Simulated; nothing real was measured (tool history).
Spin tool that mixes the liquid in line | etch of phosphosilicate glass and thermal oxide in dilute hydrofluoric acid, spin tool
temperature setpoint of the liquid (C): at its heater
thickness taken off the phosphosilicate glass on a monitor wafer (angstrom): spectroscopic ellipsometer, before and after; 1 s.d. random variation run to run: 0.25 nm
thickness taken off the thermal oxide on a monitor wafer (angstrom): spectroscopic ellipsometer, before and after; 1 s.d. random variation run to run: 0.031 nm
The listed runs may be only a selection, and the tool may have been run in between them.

run,hour,temperature setpoint of the liquid (C),parts of water to one part of 49 % hydrofluoric acid (parts by volume),time under the liquid (s),thickness taken off the phosphosilicate glass on a monitor wafer (angstrom),thickness taken off the thermal oxide on a monitor wafer (angstrom)
1,0.0,20.0,135,30,208.99,8.3211
2,3.3,20.0,135,25,176.68,6.9529
3,11.4,20.0,135,15,104.11,3.9087
4,18.4,21.0,120,15,124.57,4.5250
5,27.2,19.5,120,15,117.39,4.6116
6,31.7,20.0,105,15,141.37,5.5710
# hour 33.1: hydrofluoric acid flow meter replaced
7,33.1,20.5,95,15,173.55,6.4263
8,40.6,20.5,90,15,183.72,6.8988
9,42.6,20.5,85,15,194.34,7.4954
10,46.0,24.5,50,15,405.69,15.7870

Estimate the outcome of run 11 from the log above:
11,49.9,24.0,50,15,?,?

Run 11 yielded thickness taken off the phosphosilicate glass on a monitor wafer (angstrom) 396.70, thickness taken off the thermal oxide on a monitor wafer (angstrom) 15.1640.

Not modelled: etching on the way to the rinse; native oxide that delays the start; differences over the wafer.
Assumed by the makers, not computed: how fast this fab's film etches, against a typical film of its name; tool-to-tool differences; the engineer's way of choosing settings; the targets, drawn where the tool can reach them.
